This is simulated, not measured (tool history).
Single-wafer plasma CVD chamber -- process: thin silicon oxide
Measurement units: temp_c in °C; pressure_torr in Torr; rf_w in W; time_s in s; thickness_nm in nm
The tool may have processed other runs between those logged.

run,hour,temp_c,pressure_torr,rf_w,time_s,thickness_nm
1,0,420,0.77,285,6.15,9.2671
2,2.3,420,0.77,285,6.15,9.2765
3,5.1,420,0.77,320,6.15,9.6778
4,5.9,420,0.824,320,6.15,10.347
5,14.6,415,0.824,320,6.15,10.403
6,18.7,415,0.93,320,6.15,11.56
7,25.5,415,0.943,320,6.15,11.669
8,29.4,415,0.943,320,6.15,11.61

What will run 9 give?
9,30.9,415,0.955,320,6.15,?

For run 9 the tool returned thickness_nm 11.786 nm.
